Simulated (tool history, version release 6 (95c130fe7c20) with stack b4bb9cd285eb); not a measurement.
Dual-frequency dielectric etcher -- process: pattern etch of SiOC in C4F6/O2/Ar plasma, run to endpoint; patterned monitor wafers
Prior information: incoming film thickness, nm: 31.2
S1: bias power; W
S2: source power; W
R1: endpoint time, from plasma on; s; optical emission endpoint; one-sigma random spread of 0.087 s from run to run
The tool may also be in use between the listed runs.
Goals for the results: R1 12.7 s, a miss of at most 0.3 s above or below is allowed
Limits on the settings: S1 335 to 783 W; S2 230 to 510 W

{"run": 1, "day": 0.0, "S1": 559, "S2": 370, "R1": 10.788}
{"run": 2, "day": 0.275, "S1": 538, "S2": 370, "R1": 11.043}
{"run": 3, "day": 0.617, "S1": 538, "S2": 410, "R1": 10.799}
{"run": 4, "day": 0.833, "S1": 517, "S2": 410, "R1": 10.89}
{"run": 5, "day": 1.129, "S1": 517, "S2": 370, "R1": 11.379}
{"run": 6, "day": 1.379, "S1": 573, "S2": 370, "R1": 10.616}
{"run": 7, "day": 1.554, "S1": 555, "S2": 370, "R1": 10.685}
{"run": 8, "day": 1.696, "S1": 539, "S2": 370, "R1": 11.031}
{"run": 9, "day": 1.9, "S1": 525, "S2": 370, "R1": 11.114}
{"run": 10, "day": 1.967, "S1": 525, "S2": 370, "R1": 11.243}
{"run": 11, "day": 2.008, "S1": 514, "S2": 370, "R1": 11.284}

Next run, 5 choices. One meets every target within its allowed miss, the rest don't. Which?
{"run": "A", "day": 2.05, "S1": 674, "S2": 390, "R1": "?"}
{"run": "B", "day": 2.05, "S1": 612, "S2": 500, "R1": "?"}
{"run": "C", "day": 2.05, "S1": 597, "S2": 370, "R1": "?"}
{"run": "D", "day": 2.05, "S1": 447, "S2": 350, "R1": "?"}
{"run": "E", "day": 2.05, "S1": 636, "S2": 370, "R1": "?"}

move=A R1=9.4882
move=B R1=9.3312
move=C R1=10.335
move=D R1=12.607
move=E R1=9.9574
A: further off than the last run
B: further off than the last run
C: further off than the last run
D: hits every target within its allowed miss
E: further off than the last run
The move that meets every target is D.

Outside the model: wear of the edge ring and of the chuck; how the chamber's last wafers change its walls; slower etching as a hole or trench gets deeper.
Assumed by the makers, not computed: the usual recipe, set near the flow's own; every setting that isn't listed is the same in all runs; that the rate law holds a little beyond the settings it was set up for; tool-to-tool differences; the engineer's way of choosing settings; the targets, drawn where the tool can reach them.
